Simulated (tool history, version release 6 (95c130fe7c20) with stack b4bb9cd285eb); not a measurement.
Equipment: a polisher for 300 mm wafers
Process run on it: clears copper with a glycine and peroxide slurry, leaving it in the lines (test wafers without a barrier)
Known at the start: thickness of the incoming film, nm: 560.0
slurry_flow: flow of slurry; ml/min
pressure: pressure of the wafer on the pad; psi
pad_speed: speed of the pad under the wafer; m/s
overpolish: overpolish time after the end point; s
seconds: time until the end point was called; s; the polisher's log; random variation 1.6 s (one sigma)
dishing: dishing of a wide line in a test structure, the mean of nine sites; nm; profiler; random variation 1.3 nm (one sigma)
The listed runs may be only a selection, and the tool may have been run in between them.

| run | hour | slurry_flow | pressure | pad_speed | overpolish | seconds | dishing |
|---|---|---|---|---|---|---|---|
| 1 | 0.0 | 255 | 3.0 | 1.04 | 24 | 106.53 | 77.128 |
| 2 | 5.4 | 255 | 3.1 | 1.06 | 20 | 102.23 | 71.878 |
| 3 | 9.4 | 255 | 3.1 | 0.90 | 20 | 116.61 | 64.373 |
| 4 | 14.3 | 255 | 3.1 | 0.90 | 12 | 117.86 | 41.143 |
| 5 | 21.8 | 255 | 3.3 | 0.92 | 12 | 106.43 | 43.207 |
| 6 | 30.9 | 255 | 3.3 | 0.70 | 12 | 138.67 | 36.792 |
|  | 39.5 | worn pad replaced by a new one |
| 7 | 39.5 | 255 | 3.6 | 0.74 | 13 | 114.41 | 46.566 |
| 8 | 45.1 | 255 | 3.6 | 0.74 | 13 | 114.78 | 45.922 |

Estimate the outcome of run 9 from the log above:
| 9 | 47.8 | 255 | 3.8 | 0.74 | 13 | ? | ? |

{"run 9": {"seconds": 111.05, "dishing": 47.016}}
